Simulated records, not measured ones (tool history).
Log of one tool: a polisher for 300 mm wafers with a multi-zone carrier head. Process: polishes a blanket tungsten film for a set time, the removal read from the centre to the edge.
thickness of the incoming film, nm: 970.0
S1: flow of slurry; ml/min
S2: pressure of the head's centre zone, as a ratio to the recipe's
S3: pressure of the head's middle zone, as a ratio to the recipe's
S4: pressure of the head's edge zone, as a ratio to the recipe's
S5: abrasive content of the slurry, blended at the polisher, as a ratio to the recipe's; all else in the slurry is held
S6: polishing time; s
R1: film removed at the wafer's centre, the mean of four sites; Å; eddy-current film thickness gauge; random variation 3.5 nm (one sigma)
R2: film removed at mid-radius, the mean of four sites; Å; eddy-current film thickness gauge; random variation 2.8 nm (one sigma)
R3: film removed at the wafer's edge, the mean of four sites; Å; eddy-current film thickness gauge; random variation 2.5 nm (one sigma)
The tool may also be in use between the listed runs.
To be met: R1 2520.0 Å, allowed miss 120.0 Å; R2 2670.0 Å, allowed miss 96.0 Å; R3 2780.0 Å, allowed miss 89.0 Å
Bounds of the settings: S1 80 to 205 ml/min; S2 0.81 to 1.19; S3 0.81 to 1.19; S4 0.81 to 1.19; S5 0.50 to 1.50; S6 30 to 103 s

run 1 hour=0.0 | S1=135 S2=1.00 S3=1.00 S4=1.00 S5=1.00 S6=66 | R1=3700.6 R2=3695.8 R3=3687.9
run 2 hour=8.4 | S1=130 S2=0.98 S3=0.98 S4=0.98 S5=0.90 S6=65 | R1=3463.0 R2=3445.2 R3=3520.5
run 3 hour=16.0 | S1=125 S2=0.96 S3=0.98 S4=0.96 S5=0.85 S6=64 | R1=3319.1 R2=3316.5 R3=3436.8
run 4 hour=23.5 | S1=125 S2=0.95 S3=0.99 S4=0.95 S5=0.80 S6=62 | R1=3189.3 R2=3224.0 R3=3228.3
run 5 hour=30.7 | S1=125 S2=0.95 S3=0.99 S4=0.95 S5=0.80 S6=70 | R1=3607.1 R2=3689.3 R3=3691.0
run 6 hour=37.1 | S1=125 S2=0.95 S3=0.99 S4=0.98 S5=0.80 S6=70 | R1=3469.8 R2=3604.8 R3=3687.5
run 7 hour=44.2 | S1=125 S2=0.94 S3=0.99 S4=0.98 S5=0.75 S6=68 | R1=3416.1 R2=3498.1 R3=3532.6
run 8 hour=49.4 | S1=120 S2=0.92 S3=0.99 S4=0.98 S5=0.70 S6=66 | R1=3150.0 R2=3305.1 R3=3410.9
run 9 hour=55.6 | S1=120 S2=0.91 S3=0.99 S4=0.97 S5=0.65 S6=64 | R1=3068.1 R2=3161.7 R3=3228.4
run 10 hour=64.1 | S1=115 S2=0.90 S3=0.99 S4=0.96 S5=0.60 S6=63 | R1=2883.2 R2=3050.5 R3=3163.8
run 11 hour=65.9 | S1=105 S2=0.90 S3=0.97 S4=0.87 S5=0.50 S6=57 | R1=2486.9 R2=2594.2 R3=2621.7
run 12 hour=68.7 | S1=105 S2=0.90 S3=0.97 S4=0.88 S5=0.50 S6=57 | R1=2481.8 R2=2608.2 R3=2617.3
run 13 hour=73.3 | S1=105 S2=0.90 S3=0.97 S4=0.89 S5=0.50 S6=57 | R1=2471.7 R2=2663.1 R3=2640.0
run 14 hour=77.0 | S1=105 S2=0.90 S3=0.96 S4=0.90 S5=0.50 S6=57 | R1=2437.2 R2=2552.4 R3=2642.3
run 15 hour=83.2 | S1=110 S2=0.90 S3=0.96 S4=0.91 S5=0.50 S6=57 | R1=2475.7 R2=2611.5 R3=2636.5

Which of these 4 next moves meets every target?
run A hour=89.4 | S1=95 S2=0.81 S3=0.89 S4=0.99 S5=0.70 S6=57 | R1=? R2=? R3=?
run B hour=89.4 | S1=185 S2=0.97 S3=1.01 S4=0.84 S5=0.50 S6=50 | R1=? R2=? R3=?
run C hour=89.4 | S1=125 S2=0.95 S3=1.02 S4=0.88 S5=0.50 S6=53 | R1=? R2=? R3=?
run D hour=89.4 | S1=110 S2=0.84 S3=0.95 S4=0.87 S5=0.70 S6=57 | R1=? R2=? R3=?

move=A R1=2294.5 R2=2396.3 R3=2853.7
move=B R1=2629.0 R2=2630.8 R3=2485.8
move=C R1=2507.7 R2=2594.0 R3=2537.8
move=D R1=2484.9 R2=2653.3 R3=2772.7
A: brings the result that was furthest off to its target, and leaves another outside
B: further off than the last run
C: further off than the last run
D: meets every target
The right move is D.

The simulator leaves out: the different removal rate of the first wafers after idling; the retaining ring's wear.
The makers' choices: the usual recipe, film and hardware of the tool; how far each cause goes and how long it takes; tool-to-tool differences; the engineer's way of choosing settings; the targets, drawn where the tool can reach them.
